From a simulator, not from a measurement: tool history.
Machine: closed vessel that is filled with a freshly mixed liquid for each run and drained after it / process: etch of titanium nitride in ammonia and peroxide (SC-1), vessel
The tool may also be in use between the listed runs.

| run | hour | temperature setpoint of the liquid (°C) | parts of water to one part of 30 % peroxide (parts by volume) | parts of 29 % ammonia solution to one part of 30 % peroxide (parts by volume) | time in the liquid (s) | thickness taken off the titanium nitride on a monitor wafer (nm) |
|---|---|---|---|---|---|---|
| 1 | 0.0 | 53.0 | 11.0 | 0.55 | 55 | 3.3944 |
| 2 | 3.3 | 53.0 | 11.0 | 0.35 | 55 | 3.1534 |
| 3 | 8.2 | 53.0 | 13.0 | 0.35 | 55 | 2.8662 |
| 4 | 15.0 | 57.5 | 13.0 | 0.35 | 55 | 3.8524 |
| 5 | 16.4 | 57.5 | 13.0 | 0.20 | 55 | 3.4936 |
| 6 | 21.4 | 57.5 | 13.0 | 0.20 | 55 | 3.4865 |
| 7 | 29.0 | 61.5 | 11.5 | 0.20 | 55 | 4.8556 |
| 8 | 33.4 | 61.5 | 11.5 | 0.20 | 55 | 4.8788 |
| 9 | 38.4 | 64.0 | 10.5 | 0.20 | 55 | 5.9943 |

Expected results for the next run?
| 10 | 45.6 | 65.5 | 9.5 | 0.20 | 55 | ? |

Run 10 gave thickness taken off the titanium nitride on a monitor wafer (nm) 6.9797.

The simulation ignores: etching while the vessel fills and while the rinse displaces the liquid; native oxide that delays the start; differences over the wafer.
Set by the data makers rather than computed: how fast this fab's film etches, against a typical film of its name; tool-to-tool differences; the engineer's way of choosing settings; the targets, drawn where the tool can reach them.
